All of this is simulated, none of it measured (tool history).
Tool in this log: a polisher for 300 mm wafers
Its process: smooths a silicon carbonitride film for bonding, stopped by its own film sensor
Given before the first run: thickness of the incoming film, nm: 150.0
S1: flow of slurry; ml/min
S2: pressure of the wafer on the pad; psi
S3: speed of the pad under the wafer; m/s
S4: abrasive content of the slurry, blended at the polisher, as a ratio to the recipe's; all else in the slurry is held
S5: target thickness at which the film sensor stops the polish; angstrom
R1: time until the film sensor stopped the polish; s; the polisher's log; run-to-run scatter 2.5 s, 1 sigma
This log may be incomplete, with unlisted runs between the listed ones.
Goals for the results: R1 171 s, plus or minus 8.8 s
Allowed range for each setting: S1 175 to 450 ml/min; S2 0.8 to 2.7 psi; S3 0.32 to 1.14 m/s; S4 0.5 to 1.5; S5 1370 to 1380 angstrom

run,hour,S1,S2,S3,S4,S5,R1
1,0,290,1.7,0.72,1,1380,75.346
2,8.6,290,1.6,0.68,1,1380,85.378
3,10.5,290,1.5,0.66,1,1380,90.749
4,18.7,290,1.4,0.64,1,1380,99.396
5,22.8,290,1.4,0.78,1,1380,86.335
6,25,290,1.3,0.74,1,1380,93.598
7,29.1,290,1.2,0.7,1,1380,106.77
8,32.4,290,1.1,0.68,1,1380,121.11
9,37.3,290,1.1,0.66,1,1380,124.8
10,38.8,290,0.9,0.62,1,1380,161.37

Pick the move, out of 5, that brings all results within their allowed miss; only one does.
A,40.3,325,1.5,0.42,0.85,1380,?
B,40.3,280,0.9,0.7,1,1380,?
C,40.3,230,0.9,0.72,1.1,1370,?
D,40.3,330,1.1,0.58,0.9,1380,?
E,40.3,260,1,0.56,0.9,1380,?

move,R1
A,148.42
B,143.25
C,144.44
D,147.25
E,168.15
A: moves away from the targets compared with the last run
B: moves away from the targets compared with the last run
C: moves away from the targets compared with the last run
D: moves away from the targets compared with the last run
E: every result lands within tolerance
Move E is the one to make.
